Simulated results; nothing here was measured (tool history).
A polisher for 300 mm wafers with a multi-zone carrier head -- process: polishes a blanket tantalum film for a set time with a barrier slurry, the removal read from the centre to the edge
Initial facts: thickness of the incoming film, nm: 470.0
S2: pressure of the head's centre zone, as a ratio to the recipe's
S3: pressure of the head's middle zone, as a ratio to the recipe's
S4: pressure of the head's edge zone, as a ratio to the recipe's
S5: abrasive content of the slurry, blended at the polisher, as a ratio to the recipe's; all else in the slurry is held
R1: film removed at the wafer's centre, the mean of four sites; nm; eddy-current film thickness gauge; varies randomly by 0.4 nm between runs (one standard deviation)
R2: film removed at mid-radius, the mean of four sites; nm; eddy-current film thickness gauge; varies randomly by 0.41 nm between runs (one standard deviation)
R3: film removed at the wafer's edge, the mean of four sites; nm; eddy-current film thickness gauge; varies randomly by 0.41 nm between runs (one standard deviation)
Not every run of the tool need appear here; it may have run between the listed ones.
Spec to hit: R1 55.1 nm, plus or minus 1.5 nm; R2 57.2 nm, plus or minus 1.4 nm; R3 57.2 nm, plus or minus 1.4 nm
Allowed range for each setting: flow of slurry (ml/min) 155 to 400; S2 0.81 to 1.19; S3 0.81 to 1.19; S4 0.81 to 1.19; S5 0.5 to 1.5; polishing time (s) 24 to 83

Run 1, hour 0: flow of slurry (ml/min) 255, S2 1, S3 1, S4 1, S5 1, polishing time (s) 53. Result: R1 51.466 nm, R2 51.3 nm, R3 51.483 nm.
Run 2, hour 5.1: flow of slurry (ml/min) 275, S2 1, S3 1.02, S4 1.03, S5 1, polishing time (s) 53. Result: R1 52.114 nm, R2 52.457 nm, R3 52.679 nm.
Run 3, hour 6.7: flow of slurry (ml/min) 290, S2 1, S3 1.04, S4 1.05, S5 1, polishing time (s) 53. Result: R1 51.868 nm, R2 53.791 nm, R3 53.05 nm.
Run 4, hour 15.4: flow of slurry (ml/min) 290, S2 1, S3 1.04, S4 1.09, S5 1, polishing time (s) 53. Result: R1 52.368 nm, R2 53.555 nm, R3 54.064 nm.
Run 5, hour 20.6: flow of slurry (ml/min) 300, S2 1, S3 1.05, S4 1.11, S5 1, polishing time (s) 53. Result: R1 53.122 nm, R2 54.594 nm, R3 54.939 nm.
Run 6, hour 21.4: flow of slurry (ml/min) 300, S2 1, S3 1.1, S4 1.11, S5 1, polishing time (s) 53. Result: R1 52.957 nm, R2 57.099 nm, R3 54.807 nm.
Run 7, hour 27.7: flow of slurry (ml/min) 300, S2 1, S3 1.1, S4 1.11, S5 1, polishing time (s) 53. Result: R1 52.159 nm, R2 56.092 nm, R3 54.961 nm.
Run 8, hour 35.2: flow of slurry (ml/min) 310, S2 1.01, S3 1.1, S4 1.12, S5 1, polishing time (s) 53. Result: R1 53.768 nm, R2 56.719 nm, R3 54.958 nm.
Run 9, hour 43.3: flow of slurry (ml/min) 310, S2 1.01, S3 1.1, S4 1.12, S5 1, polishing time (s) 53. Result: R1 54.066 nm, R2 56.86 nm, R3 55.133 nm.
Run 10, hour 52: flow of slurry (ml/min) 315, S2 1.01, S3 1.1, S4 1.13, S5 1, polishing time (s) 53. Result: R1 53.747 nm, R2 56.734 nm, R3 55.57 nm.
Run 11, hour 58.6: flow of slurry (ml/min) 320, S2 1.01, S3 1.1, S4 1.14, S5 1, polishing time (s) 53. Result: R1 53.707 nm, R2 57.327 nm, R3 56.856 nm.
Run 12, hour 66: flow of slurry (ml/min) 320, S2 1.01, S3 1.1, S4 1.14, S5 1, polishing time (s) 53. Result: R1 53.707 nm, R2 57.103 nm, R3 55.69 nm.

Which single option among these 5 for the next run brings every result within its allowed miss of target? Just one does.
Run A, hour 73.4: flow of slurry (ml/min) 335, S2 1.01, S3 1.13, S4 1.09, S5 1.05, polishing time (s) 51. Result: R1 ?, R2 ?, R3 ?.
Run B, hour 73.4: flow of slurry (ml/min) 330, S2 1.07, S3 1.14, S4 1.11, S5 0.85, polishing time (s) 54. Result: R1 ?, R2 ?, R3 ?.
Run C, hour 73.4: flow of slurry (ml/min) 320, S2 1.03, S3 1.13, S4 1.1, S5 1.15, polishing time (s) 51. Result: R1 ?, R2 ?, R3 ?.
Run D, hour 73.4: flow of slurry (ml/min) 345, S2 1.04, S3 1.1, S4 1.18, S5 0.8, polishing time (s) 56. Result: R1 ?, R2 ?, R3 ?.
Run E, hour 73.4: flow of slurry (ml/min) 320, S2 1.01, S3 1.1, S4 1.15, S5 1.05, polishing time (s) 51. Result: R1 ?, R2 ?, R3 ?.

move      R1      R2      R3
   A  52.409  56.834  53.093
   B  55.455  57.275   53.62
   C  54.345   57.84  54.344
   D  55.231  56.866  56.628
   E   52.15  55.294  54.407
A: further off than the last run
B: further off than the last run
C: further off than the last run
D: each result inside its tolerance
E: further off than the last run
D is the move that brings every result within its allowed miss.
